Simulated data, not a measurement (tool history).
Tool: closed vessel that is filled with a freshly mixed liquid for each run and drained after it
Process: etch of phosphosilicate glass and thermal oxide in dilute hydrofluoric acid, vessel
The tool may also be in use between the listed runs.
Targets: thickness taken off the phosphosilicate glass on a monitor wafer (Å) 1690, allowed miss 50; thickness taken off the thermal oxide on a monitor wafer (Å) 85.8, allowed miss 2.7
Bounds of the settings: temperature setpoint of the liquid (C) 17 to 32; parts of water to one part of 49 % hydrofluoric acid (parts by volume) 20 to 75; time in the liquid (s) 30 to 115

run,hour,temperature setpoint of the liquid (C),parts of water to one part of 49 % hydrofluoric acid (parts by volume),time in the liquid (s),thickness taken off the phosphosilicate glass on a monitor wafer (Å),thickness taken off the thermal oxide on a monitor wafer (Å)
1,0,24,45,60,1352.1,68.405
2,1.1,24,45,80,1790.8,90.828
3,4.2,26,45,80,1942.9,97.691
4,10.1,25,45,80,1881.1,95.64
5,19.1,25,45,100,2344.6,119.81
6,24.2,25,30,100,3560.9,184.75
7,25.2,21,45,100,1998.9,101.22
8,31.7,20,45,100,1895.5,95.817

5 next moves are on the table. One of them brings every result within its allowed miss. Which?
A,38.2,22,40,65,?,?
B,38.2,21.5,35,60,?,?
C,38.2,21,40,75,?,?
D,38.2,24.5,35,60,?,?
E,38.2,19.5,45,95,?,?

move,thickness taken off the phosphosilicate glass on a monitor wafer (Å),thickness taken off the thermal oxide on a monitor wafer (Å)
A,1531.3,77.091
B,1593,80.196
C,1695.1,85.336
D,1802.6,90.747
E,1781,89.659
A: takes the result that was furthest off past its target
B: takes the result that was furthest off past its target
C: meets every target
D: nearer than the last run, and not there yet
E: nearer than the last run, and not there yet
The right move is C.
